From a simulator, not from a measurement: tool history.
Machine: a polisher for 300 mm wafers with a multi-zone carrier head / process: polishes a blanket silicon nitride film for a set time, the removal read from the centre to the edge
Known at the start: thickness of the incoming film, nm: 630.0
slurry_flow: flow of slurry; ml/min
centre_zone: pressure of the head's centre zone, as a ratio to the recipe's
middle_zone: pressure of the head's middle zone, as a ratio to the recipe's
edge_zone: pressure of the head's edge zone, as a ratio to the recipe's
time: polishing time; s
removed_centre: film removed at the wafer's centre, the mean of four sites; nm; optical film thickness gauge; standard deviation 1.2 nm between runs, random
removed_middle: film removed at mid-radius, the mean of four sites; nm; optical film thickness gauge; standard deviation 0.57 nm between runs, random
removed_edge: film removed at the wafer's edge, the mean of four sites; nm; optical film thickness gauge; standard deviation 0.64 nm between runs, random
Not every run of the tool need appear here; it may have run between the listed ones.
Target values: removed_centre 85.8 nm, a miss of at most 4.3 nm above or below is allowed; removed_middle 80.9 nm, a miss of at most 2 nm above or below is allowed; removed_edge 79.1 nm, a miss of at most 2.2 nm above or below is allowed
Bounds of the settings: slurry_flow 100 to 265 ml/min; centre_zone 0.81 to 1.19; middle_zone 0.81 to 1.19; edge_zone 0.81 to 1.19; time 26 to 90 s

run    day  slurry_flow  centre_zone  middle_zone  edge_zone  time  removed_centre  removed_middle  removed_edge
  1      0          170            1            1          1    58          111.88          115.27        110.17
  2  0.121          155            1            1          1    58          109.45          111.28        108.89
  3  0.333          155            1            1       0.95    58          110.63          111.34        106.42
  4  0.688          155            1         0.99       0.93    56          105.85           108.1        102.69
  5  0.938          155            1         1.06       0.93    56          105.26          112.47        102.52
  6  1.225          150            1         1.04       0.92    54          103.53          105.15        96.443
  7  1.383          145         0.99         1.02       0.91    53          94.137          101.65        94.446
  8   1.45          145            1            1        0.9    52          96.056          99.152        92.191
  9  1.758          120         0.96          0.9       0.83    45          76.763          77.787         74.21
 10  2.088          125         0.97          0.9       0.84    45          76.771          78.318        75.265
 11  2.308          130         0.98          0.9       0.84    45          77.228          78.894        76.503
 12   2.55          130            1          0.9       0.84    45          81.215          79.567          76.5
 13  2.696          135            1          0.9       0.84    45            82.2          80.153        76.584

Consider the 4 candidate settings below. Which is the only one whose results all fall within their allowed miss of target?
  A  2.842          180         0.95         0.92          1    42               ?               ?             ?
  B  2.842          135         1.01         0.87       0.84    47               ?               ?             ?
  C  2.842          130         0.98         0.89       0.81    45               ?               ?             ?
  D  2.842          155         0.95         0.92       0.81    42               ?               ?             ?

move  removed_centre  removed_middle  removed_edge
   A          79.551          79.284        81.812
   B          88.344          81.123        80.954
   C          81.267          77.905        75.764
   D          77.051          77.093        72.754
A: the result that was furthest off in the last run now lies on the other side of its target
B: all results in spec
C: lands further from the targets than the last run did
D: lands further from the targets than the last run did
The right move is B.

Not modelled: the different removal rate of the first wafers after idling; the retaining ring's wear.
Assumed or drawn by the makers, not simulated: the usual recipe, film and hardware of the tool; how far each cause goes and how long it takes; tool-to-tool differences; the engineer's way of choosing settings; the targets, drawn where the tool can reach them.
